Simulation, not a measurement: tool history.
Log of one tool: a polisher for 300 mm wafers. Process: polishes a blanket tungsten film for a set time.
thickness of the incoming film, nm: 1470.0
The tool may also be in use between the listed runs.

run	hour	flow of slurry (ml/min)	pressure of the wafer on the pad (kPa)	speed of the pad under the wafer (m/s)	abrasive content of the slurry	polishing time (s)	film removed (Å)
1	0	125	22.8	1.16	1	23	1113.3
2	5.6	145	22.8	1.16	1	23	1143.4
3	13.3	145	24.1	1.16	1	23	1244
4	19	145	17.9	1.16	1	23	912.63
5	23.3	145	20	1.16	1	23	1022.4
6	23.9	145	20	1.16	1.15	23	1070.7
7	29.4	145	21.4	1.16	1.15	23	1133.2

The next listed run, before its measurement:
8	36.5	155	28.3	1.2	1.15	23	?

{"run 8": {"film removed (Å)": 1534.6}}
